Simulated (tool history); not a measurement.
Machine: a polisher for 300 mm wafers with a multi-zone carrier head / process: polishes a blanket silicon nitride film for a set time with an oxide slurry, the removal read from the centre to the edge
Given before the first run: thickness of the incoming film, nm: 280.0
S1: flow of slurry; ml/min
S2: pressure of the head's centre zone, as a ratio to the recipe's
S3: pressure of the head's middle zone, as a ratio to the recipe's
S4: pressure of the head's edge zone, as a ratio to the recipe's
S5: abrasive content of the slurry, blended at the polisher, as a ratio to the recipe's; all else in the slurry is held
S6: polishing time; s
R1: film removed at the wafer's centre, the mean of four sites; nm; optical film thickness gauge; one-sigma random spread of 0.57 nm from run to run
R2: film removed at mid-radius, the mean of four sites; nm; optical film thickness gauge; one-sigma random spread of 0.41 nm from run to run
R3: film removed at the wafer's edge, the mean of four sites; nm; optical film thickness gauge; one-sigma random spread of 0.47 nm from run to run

run	day	S1	S2	S3	S4	S5	S6	R1	R2	R3
1	0	160	1	1	1	1	34	22.213	22.639	22.474
2	0.25	160	1	1	1.08	1	34	21.697	23.132	23.341
3	0.4	170	1.04	1	1.09	1.15	36	25.663	26.072	27.287
4	0.558	135	1.04	1	1.09	1.15	36	23.894	23.77	25.978
5	0.738	135	1.04	0.95	1.09	1.15	36	23.982	23.096	26.187
6	0.921	135	1.04	0.95	1.09	1.3	36	25.13	24.31	27.39

Predict the results of run 7:
7	1.175	155	1.07	0.97	1.1	1.35	37	?	?	?

R1: 28.408 nm
R2: 26.942 nm
R3: 28.973 nm
